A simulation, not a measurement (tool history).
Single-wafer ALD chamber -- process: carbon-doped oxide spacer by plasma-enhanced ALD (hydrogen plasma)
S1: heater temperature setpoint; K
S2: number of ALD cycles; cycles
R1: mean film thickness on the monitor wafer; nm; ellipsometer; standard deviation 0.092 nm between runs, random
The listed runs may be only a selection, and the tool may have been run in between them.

run 1 day=0 | S1=673.15 S2=422 | R1=20.564
run 2 day=0.217 | S1=682.15 S2=422 | R1=20.453
run 3 day=0.304 | S1=682.15 S2=464 | R1=22.356
run 4 day=0.5 | S1=682.15 S2=467 | R1=22.511
run 5 day=0.617 | S1=682.15 S2=501 | R1=24.197
run 6 day=0.904 | S1=682.15 S2=526 | R1=25.432
run 7 day=1.221 | S1=682.15 S2=523 | R1=25.438
run 8 day=1.304 | S1=682.15 S2=520 | R1=25.288
run 9 day=1.362 | S1=682.15 S2=517 | R1=24.942
run 10 day=1.562 | S1=682.15 S2=515 | R1=24.903

What will run 11 give?
run 11 day=1.904 | S1=682.15 S2=513 | R1=?

{"run 11": {"R1": 24.922}}
